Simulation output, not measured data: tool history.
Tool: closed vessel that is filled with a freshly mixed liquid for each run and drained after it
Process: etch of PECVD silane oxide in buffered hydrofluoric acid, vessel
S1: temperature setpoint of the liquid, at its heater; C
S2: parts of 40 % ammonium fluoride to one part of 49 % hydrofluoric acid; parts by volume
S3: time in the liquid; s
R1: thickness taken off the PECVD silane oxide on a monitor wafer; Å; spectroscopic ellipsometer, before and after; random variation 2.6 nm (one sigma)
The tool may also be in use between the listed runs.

{"run": 1, "hour": 0.0, "S1": 22.0, "S2": 13.0, "S3": 90, "R1": 2069.7}
{"run": 2, "hour": 8.7, "S1": 20.5, "S2": 13.0, "S3": 90, "R1": 1910.0}
{"run": 3, "hour": 15.6, "S1": 23.5, "S2": 12.0, "S3": 90, "R1": 2465.9}
{"run": 4, "hour": 16.9, "S1": 21.5, "S2": 12.0, "S3": 90, "R1": 2169.1}
{"run": 5, "hour": 20.6, "S1": 24.0, "S2": 11.5, "S3": 90, "R1": 2615.1}
{"hour": 23.4, "done": "hydrofluoric acid flow meter replaced"}
{"run": 6, "hour": 23.4, "S1": 26.0, "S2": 11.0, "S3": 90, "R1": 3360.6}

The next listed run, before its measurement:
{"run": 7, "hour": 31.9, "S1": 26.5, "S2": 11.0, "S3": 90, "R1": "?"}

R1: 3406.6 Å
